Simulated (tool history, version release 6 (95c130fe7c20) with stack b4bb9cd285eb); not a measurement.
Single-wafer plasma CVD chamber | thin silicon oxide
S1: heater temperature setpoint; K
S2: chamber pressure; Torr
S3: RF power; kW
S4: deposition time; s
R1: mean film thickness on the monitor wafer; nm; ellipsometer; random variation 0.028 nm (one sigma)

run 1 hour=0.0 | S1=698.15 S2=0.934 S3=0.370 S4=3.90 | R1=8.9167
run 2 hour=3.6 | S1=694.15 S2=0.934 S3=0.370 S4=3.90 | R1=8.8976
run 3 hour=11.9 | S1=694.15 S2=1.047 S3=0.370 S4=3.90 | R1=9.6990
run 4 hour=17.8 | S1=694.15 S2=1.057 S3=0.370 S4=3.90 | R1=9.7480
run 5 hour=19.1 | S1=694.15 S2=0.908 S3=0.370 S4=3.90 | R1=8.7292
run 6 hour=26.8 | S1=694.15 S2=0.940 S3=0.370 S4=3.90 | R1=8.9335
run 7 hour=32.3 | S1=694.15 S2=0.967 S3=0.370 S4=3.90 | R1=9.1571
run 8 hour=36.4 | S1=694.15 S2=0.989 S3=0.370 S4=3.90 | R1=9.3258

Forecast run 9:
run 9 hour=43.7 | S1=694.15 S2=1.007 S3=0.370 S4=3.90 | R1=?

{"run 9": {"R1": 9.4318}}
